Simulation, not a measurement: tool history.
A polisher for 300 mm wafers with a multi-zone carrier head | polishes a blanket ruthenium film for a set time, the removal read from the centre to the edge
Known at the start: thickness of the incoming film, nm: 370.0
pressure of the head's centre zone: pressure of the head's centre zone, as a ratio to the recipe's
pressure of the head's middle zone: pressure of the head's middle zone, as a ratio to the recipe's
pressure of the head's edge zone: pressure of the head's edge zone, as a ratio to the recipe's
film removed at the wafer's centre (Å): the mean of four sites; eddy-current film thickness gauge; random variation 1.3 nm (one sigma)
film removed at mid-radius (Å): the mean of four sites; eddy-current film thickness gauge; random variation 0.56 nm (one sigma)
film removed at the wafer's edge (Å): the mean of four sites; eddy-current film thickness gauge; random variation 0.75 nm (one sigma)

run  hour  flow of slurry (ml/min)  pressure of the head's centre zone  pressure of the head's middle zone  pressure of the head's edge zone  polishing time (s)  film removed at the wafer's centre (Å)  film removed at mid-radius (Å)  film removed at the wafer's edge (Å)
  1   0.0                      270                                1.00                                1.00                              1.00                  88                                  716.80                          713.77                                745.63
  2   7.2                      270                                1.00                                1.00                              1.00                  77                                  620.59                          621.23                                635.59
  3  10.3                      270                                1.02                                0.99                              1.03                  81                                  688.32                          659.95                                680.57
  4  12.6                      270                                1.02                                0.96                              1.05                  84                                  707.28                          667.24                                731.67
  5  16.5                      280                                1.04                                0.95                              1.08                  85                                  726.14                          679.02                                739.54
  6  20.0                      275                                1.05                                0.93                              1.09                  87                                  734.77                          683.65                                773.35
  7  23.7                      280                                1.08                                0.92                              1.10                  88                                  774.17                          680.38                                787.32
  8  30.5                      285                                1.09                                0.92                              1.11                  89                                  783.57                          693.66                                791.84

The next listed run, before its measurement:
  9  32.8                      285                                1.10                                0.91                              1.12                  90                                       ?                               ?                                     ?

Run 9 gave film removed at the wafer's centre (Å) 800.10, film removed at mid-radius (Å) 695.98, film removed at the wafer's edge (Å) 794.59.

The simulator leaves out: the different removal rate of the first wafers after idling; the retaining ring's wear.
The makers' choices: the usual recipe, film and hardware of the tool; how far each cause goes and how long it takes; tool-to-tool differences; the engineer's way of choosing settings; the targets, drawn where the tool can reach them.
